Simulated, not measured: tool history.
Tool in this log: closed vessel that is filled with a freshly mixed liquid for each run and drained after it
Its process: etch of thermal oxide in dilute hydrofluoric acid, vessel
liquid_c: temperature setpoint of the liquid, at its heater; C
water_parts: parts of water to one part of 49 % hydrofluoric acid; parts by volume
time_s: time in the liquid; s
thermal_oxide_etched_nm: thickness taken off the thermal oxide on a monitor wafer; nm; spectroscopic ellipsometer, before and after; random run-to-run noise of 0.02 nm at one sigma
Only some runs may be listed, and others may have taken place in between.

run  hour  liquid_c  water_parts  time_s  thermal_oxide_etched_nm
  1     0        22          110      30                   1.2387
  2   4.1        22           70      30                   2.0007
  3    10        20           70      30                   1.8528
  4    14      22.5           70      30                   2.0993
  5  21.4      23.5           70      30                   2.1227
  6  27.5      24.5           70      30                    2.238
  7  30.2        25           70      30                   2.3029
  8    39      25.5           70      30                    2.345
  9  42.2      25.5           70      30                   2.3216
 10  48.5        26           70      30                    2.351

Run 11 has not been measured yet. What should we expect?
 11  55.4      26.5           70      30                        ?

Run 11 came out at thermal_oxide_etched_nm 2.46 nm.
